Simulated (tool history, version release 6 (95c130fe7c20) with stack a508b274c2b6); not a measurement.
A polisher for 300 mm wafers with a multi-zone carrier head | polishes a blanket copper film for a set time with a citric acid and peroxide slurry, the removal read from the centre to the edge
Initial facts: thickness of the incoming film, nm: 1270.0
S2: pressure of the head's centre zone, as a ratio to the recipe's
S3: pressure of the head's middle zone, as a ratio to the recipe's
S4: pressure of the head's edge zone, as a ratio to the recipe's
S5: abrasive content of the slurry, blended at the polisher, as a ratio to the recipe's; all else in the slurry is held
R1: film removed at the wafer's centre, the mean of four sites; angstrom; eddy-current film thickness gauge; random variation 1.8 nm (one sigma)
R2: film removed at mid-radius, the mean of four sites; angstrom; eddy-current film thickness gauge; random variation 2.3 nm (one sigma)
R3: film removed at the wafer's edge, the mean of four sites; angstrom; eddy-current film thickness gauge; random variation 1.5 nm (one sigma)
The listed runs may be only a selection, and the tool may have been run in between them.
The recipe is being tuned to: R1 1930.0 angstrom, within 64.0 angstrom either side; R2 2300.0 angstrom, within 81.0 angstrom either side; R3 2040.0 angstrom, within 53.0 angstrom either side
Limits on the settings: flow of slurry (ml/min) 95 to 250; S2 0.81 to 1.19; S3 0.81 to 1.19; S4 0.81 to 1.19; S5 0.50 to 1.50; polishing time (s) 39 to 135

Run 1, hour 0.0: flow of slurry (ml/min) 160, S2 1.00, S3 1.00, S4 1.00, S5 1.00, polishing time (s) 87. Result: R1 2165.3 angstrom, R2 2132.6 angstrom, R3 2175.7 angstrom.
Run 2, hour 3.3: flow of slurry (ml/min) 160, S2 1.00, S3 0.92, S4 1.00, S5 1.00, polishing time (s) 87. Result: R1 2165.3 angstrom, R2 2014.8 angstrom, R3 2137.1 angstrom.
Run 3, hour 11.4: flow of slurry (ml/min) 160, S2 0.99, S3 0.94, S4 0.98, S5 1.00, polishing time (s) 87. Result: R1 2149.2 angstrom, R2 2049.8 angstrom, R3 2115.4 angstrom.
Run 4, hour 20.3: flow of slurry (ml/min) 160, S2 0.98, S3 0.96, S4 0.97, S5 1.00, polishing time (s) 87. Result: R1 2115.2 angstrom, R2 2071.4 angstrom, R3 2121.7 angstrom.
Run 5, hour 23.6: flow of slurry (ml/min) 160, S2 0.98, S3 0.99, S4 0.97, S5 1.00, polishing time (s) 87. Result: R1 2087.0 angstrom, R2 2124.4 angstrom, R3 2127.2 angstrom.
Run 6, hour 24.8: flow of slurry (ml/min) 160, S2 0.98, S3 0.99, S4 0.97, S5 0.95, polishing time (s) 87. Result: R1 2026.8 angstrom, R2 2121.5 angstrom, R3 2086.1 angstrom.
At hour 26.2: slurry nozzle cleaned.
Run 7, hour 26.2: flow of slurry (ml/min) 160, S2 0.98, S3 1.00, S4 0.96, S5 0.95, polishing time (s) 87. Result: R1 2176.5 angstrom, R2 2202.6 angstrom, R3 2133.7 angstrom.
Run 8, hour 34.2: flow of slurry (ml/min) 155, S2 0.97, S3 1.01, S4 0.96, S5 0.95, polishing time (s) 87. Result: R1 2137.0 angstrom, R2 2214.8 angstrom, R3 2143.8 angstrom.
Run 9, hour 35.5: flow of slurry (ml/min) 125, S2 0.90, S3 1.10, S4 0.88, S5 0.90, polishing time (s) 87. Result: R1 1925.0 angstrom, R2 2298.0 angstrom, R3 1977.3 angstrom.

Which of these 4 next moves meets every target?
Run A, hour 36.8: flow of slurry (ml/min) 110, S2 0.87, S3 1.17, S4 0.81, S5 1.05, polishing time (s) 84. Result: R1 ?, R2 ?, R3 ?.
Run B, hour 36.8: flow of slurry (ml/min) 145, S2 0.85, S3 1.07, S4 0.89, S5 0.80, polishing time (s) 91. Result: R1 ?, R2 ?, R3 ?.
Run C, hour 36.8: flow of slurry (ml/min) 140, S2 0.95, S3 1.09, S4 0.88, S5 0.80, polishing time (s) 87. Result: R1 ?, R2 ?, R3 ?.
Run D, hour 36.8: flow of slurry (ml/min) 135, S2 0.91, S3 1.12, S4 0.86, S5 0.75, polishing time (s) 88. Result: R1 ?, R2 ?, R3 ?.

move      R1      R2      R3
   A  1875.3  2380.2  1881.9
   B  1960.1  2326.9  2045.6
   C  2011.0  2246.5  1937.2
   D  1926.0  2271.1  1895.8
A: the biggest miss grows against the last run
B: in spec on every target
C: the biggest miss grows against the last run
D: the biggest miss grows against the last run
B is the move that brings every result within its allowed miss.

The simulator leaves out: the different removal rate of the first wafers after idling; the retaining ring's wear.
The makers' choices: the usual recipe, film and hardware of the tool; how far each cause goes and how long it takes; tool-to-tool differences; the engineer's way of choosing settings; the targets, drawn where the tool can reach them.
